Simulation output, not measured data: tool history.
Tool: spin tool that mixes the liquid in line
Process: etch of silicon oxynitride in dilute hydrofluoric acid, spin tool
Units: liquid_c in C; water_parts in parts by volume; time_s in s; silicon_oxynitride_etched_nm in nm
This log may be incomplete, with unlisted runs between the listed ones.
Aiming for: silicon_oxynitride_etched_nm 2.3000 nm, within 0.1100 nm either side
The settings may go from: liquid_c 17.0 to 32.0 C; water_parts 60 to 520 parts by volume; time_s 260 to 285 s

| run | day | liquid_c | water_parts | time_s | silicon_oxynitride_etched_nm |
|---|---|---|---|---|---|
| 1 | 0.000 | 24.0 | 290 | 260 | 3.2534 |
| 2 | 0.112 | 24.0 | 290 | 260 | 3.2678 |
| 3 | 0.150 | 24.0 | 290 | 260 | 3.1540 |
| 4 | 0.204 | 26.5 | 290 | 260 | 3.6375 |
| 5 | 0.404 | 24.0 | 295 | 260 | 3.1595 |
| 6 | 0.488 | 24.0 | 295 | 260 | 3.1448 |
| 7 | 0.846 | 22.5 | 300 | 260 | 2.9223 |
| 8 | 1.208 | 21.0 | 305 | 260 | 2.6280 |
| 9 | 1.538 | 20.5 | 305 | 260 | 2.6090 |
| 10 | 1.667 | 20.0 | 305 | 260 | 2.6033 |
| 11 | 1.738 | 17.5 | 315 | 260 | 2.1470 |

Which single option among these 4 for the next run brings every result within its allowed miss of target? Just one does.
| A | 1.808 | 17.0 | 340 | 260 | ? |
| B | 1.808 | 17.0 | 350 | 260 | ? |
| C | 1.808 | 17.5 | 300 | 285 | ? |
| D | 1.808 | 17.0 | 300 | 260 | ? |

| move | silicon_oxynitride_etched_nm |
|---|---|
| A | 1.9782 |
| B | 1.9123 |
| C | 2.5663 |
| D | 2.2870 |
A: misses by more than the last run did
B: misses by more than the last run did
C: moves the result that the last run missed by most past its target, out the other side
D: every result within its allowed miss
Move D is the one to make.

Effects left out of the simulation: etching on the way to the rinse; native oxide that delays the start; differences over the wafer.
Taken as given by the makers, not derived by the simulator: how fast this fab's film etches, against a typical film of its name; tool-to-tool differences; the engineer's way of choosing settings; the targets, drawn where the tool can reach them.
